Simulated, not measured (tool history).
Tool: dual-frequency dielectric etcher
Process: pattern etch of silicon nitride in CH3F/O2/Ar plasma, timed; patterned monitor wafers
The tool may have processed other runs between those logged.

run  hour  source power (kW)  bias power (kW)  etch time (s)  mean etch depth across the wafer (angstrom)
  1     0               0.28            0.095           66.5                                       472.91
  2   7.6               0.26             0.09           66.5                                       452.47
  3  15.2               0.24            0.086           66.5                                       427.58
  4  16.4               0.27            0.086           66.5                                       450.45
  5  19.1               0.27            0.086           66.5                                       450.64
  6    28               0.25            0.084           66.5                                       435.94
  7  34.7               0.23            0.082           66.5                                       417.88
  8  42.6               0.22            0.081           66.5                                       406.64
  9  45.8               0.21            0.081           66.5                                       396.75

Estimate the outcome of run 10 from the log above:
 10  52.8                0.2             0.08           66.5                                            ?

Run 10 measured mean etch depth across the wafer (angstrom) 388.18.
